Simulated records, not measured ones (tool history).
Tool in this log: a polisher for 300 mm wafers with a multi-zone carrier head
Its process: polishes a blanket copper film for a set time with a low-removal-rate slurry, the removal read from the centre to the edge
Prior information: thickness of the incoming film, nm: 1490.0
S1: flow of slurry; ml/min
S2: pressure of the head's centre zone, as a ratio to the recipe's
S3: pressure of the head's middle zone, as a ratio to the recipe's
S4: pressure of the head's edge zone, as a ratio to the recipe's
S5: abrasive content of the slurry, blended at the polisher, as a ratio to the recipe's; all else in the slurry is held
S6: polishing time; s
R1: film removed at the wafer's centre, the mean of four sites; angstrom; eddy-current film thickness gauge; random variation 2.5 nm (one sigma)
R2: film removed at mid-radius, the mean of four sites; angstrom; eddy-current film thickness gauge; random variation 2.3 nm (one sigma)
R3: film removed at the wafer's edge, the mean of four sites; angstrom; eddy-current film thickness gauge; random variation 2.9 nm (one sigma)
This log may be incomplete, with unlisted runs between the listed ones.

run,hour,S1,S2,S3,S4,S5,S6,R1,R2,R3
1,0.0,270,1.00,1.00,1.00,1.00,84,2419.6,2480.9,2450.8
2,4.9,270,1.00,1.00,1.00,0.90,84,2355.0,2390.5,2348.5
3,8.6,280,1.01,1.03,1.03,1.00,86,2508.0,2624.0,2581.3
4,11.3,295,1.03,1.06,1.05,1.10,86,2600.9,2694.1,2640.5
5,19.7,300,1.03,1.08,1.06,1.15,89,2741.9,2879.0,2791.7
6,27.3,300,1.03,1.08,1.06,1.15,70,2141.9,2267.2,2170.4
7,31.8,300,1.03,1.08,1.06,1.15,70,2149.4,2285.8,2180.1
8,40.3,305,1.03,1.10,1.08,1.20,75,2351.2,2502.2,2437.3
9,45.7,310,1.03,1.12,1.08,1.25,79,2516.3,2725.4,2525.1

What does the tool deliver on the next run?
10,50.2,310,1.03,1.12,1.08,1.25,79,?,?,?

{"run 10": {"R1": 2520.1, "R2": 2703.2, "R3": 2552.0}}
